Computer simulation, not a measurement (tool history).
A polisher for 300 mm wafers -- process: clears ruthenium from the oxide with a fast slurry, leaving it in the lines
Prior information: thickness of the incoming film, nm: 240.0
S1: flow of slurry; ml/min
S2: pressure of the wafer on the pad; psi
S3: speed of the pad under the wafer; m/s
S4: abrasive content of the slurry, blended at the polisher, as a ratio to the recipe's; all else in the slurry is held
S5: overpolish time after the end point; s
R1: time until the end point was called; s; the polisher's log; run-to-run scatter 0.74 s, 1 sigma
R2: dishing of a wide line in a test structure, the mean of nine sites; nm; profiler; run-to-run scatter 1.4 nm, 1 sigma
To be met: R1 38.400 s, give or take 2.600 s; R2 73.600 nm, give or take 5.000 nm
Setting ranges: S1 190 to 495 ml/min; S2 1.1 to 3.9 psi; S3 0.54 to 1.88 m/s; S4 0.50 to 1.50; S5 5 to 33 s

run 1 day=0.000 | S1=320 S2=2.5 S3=1.20 S4=1.00 S5=17 | R1=55.317 R2=56.010
run 2 day=0.325 | S1=320 S2=2.0 S3=1.20 S4=1.00 S5=17 | R1=70.346 R2=47.445
run 3 day=0.558 | S1=320 S2=2.0 S3=1.20 S4=1.00 S5=13 | R1=67.933 R2=39.092
run 4 day=0.900 | S1=320 S2=2.0 S3=1.20 S4=1.20 S5=13 | R1=65.824 R2=38.753
run 5 day=0.992 | S1=280 S2=2.0 S3=1.20 S4=1.20 S5=13 | R1=65.277 R2=40.296
run 6 day=1.233 | S1=280 S2=2.1 S3=1.20 S4=1.20 S5=13 | R1=63.948 R2=42.468
run 7 day=1.604 | S1=275 S2=2.2 S3=1.20 S4=1.20 S5=13 | R1=60.317 R2=42.689
run 8 day=1.896 | S1=275 S2=2.3 S3=1.20 S4=1.20 S5=14 | R1=55.987 R2=48.009
run 9 day=2.258 | S1=275 S2=2.4 S3=1.20 S4=1.20 S5=14 | R1=54.121 R2=47.972

Next run, 4 choices. One meets every target within its allowed miss, the rest don't. Which?
run A day=2.621 | S1=225 S2=3.1 S3=1.64 S4=1.10 S5=14 | R1=? R2=?
run B day=2.621 | S1=275 S2=2.3 S3=1.52 S4=1.25 S5=24 | R1=? R2=?
run C day=2.621 | S1=245 S2=3.4 S3=1.24 S4=1.20 S5=16 | R1=? R2=?
run D day=2.621 | S1=270 S2=2.8 S3=1.24 S4=1.25 S5=19 | R1=? R2=?

move=A R1=33.831 R2=71.814
move=B R1=45.511 R2=86.177
move=C R1=38.359 R2=72.258
move=D R1=45.273 R2=72.602
A: the result that was furthest off in the last run now lies on the other side of its target
B: an improvement on the last run, though not all results are within tolerance
C: every result within its allowed miss
D: an improvement on the last run, though not all results are within tolerance
Correct choice: C, which meets every target
